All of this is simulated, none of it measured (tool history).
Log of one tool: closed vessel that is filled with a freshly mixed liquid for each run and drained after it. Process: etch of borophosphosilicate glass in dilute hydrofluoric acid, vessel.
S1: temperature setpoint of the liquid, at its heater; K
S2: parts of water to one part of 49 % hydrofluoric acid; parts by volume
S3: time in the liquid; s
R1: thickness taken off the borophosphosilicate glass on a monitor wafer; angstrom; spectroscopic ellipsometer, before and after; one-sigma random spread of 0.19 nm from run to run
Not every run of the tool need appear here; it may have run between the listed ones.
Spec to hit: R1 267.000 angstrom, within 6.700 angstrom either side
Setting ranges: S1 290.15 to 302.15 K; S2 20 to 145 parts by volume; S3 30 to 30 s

| run | day | S1 | S2 | S3 | R1 |
|---|---|---|---|---|---|
| 1 | 0.000 | 294.15 | 80 | 30 | 128.090 |
| 2 | 0.058 | 294.15 | 90 | 30 | 114.910 |
| 3 | 0.300 | 295.15 | 85 | 30 | 127.340 |
| 4 | 0.479 | 295.15 | 85 | 30 | 125.950 |
| 5 | 0.608 | 295.15 | 105 | 30 | 100.200 |
| 6 | 0.875 | 295.15 | 105 | 30 | 99.552 |
| 7 | 1.108 | 296.15 | 100 | 30 | 110.330 |
| 8 | 1.246 | 296.65 | 95 | 30 | 119.160 |
| 9 | 1.338 | 297.15 | 90 | 30 | 131.340 |
| 10 | 1.388 | 297.65 | 85 | 30 | 140.590 |
| 11 | 1.696 | 297.65 | 85 | 30 | 140.900 |

Which single option among these 5 for the next run brings every result within its allowed miss of target? Just one does.
| A | 2.004 | 300.65 | 50 | 30 | ? |
| B | 2.004 | 302.15 | 55 | 30 | ? |
| C | 2.004 | 298.15 | 45 | 30 | ? |
| D | 2.004 | 300.15 | 55 | 30 | ? |
| E | 2.004 | 300.65 | 55 | 30 | ? |

| move | R1 |
|---|---|
| A | 284.390 |
| B | 272.390 |
| C | 287.560 |
| D | 251.600 |
| E | 256.680 |
A: moves the result that the last run missed by most past its target, out the other side
B: hits every target within its allowed miss
C: moves the result that the last run missed by most past its target, out the other side
D: nearer the targets than the last run, but a result is still out of spec
E: nearer the targets than the last run, but a result is still out of spec
Go with B: it meets all targets.
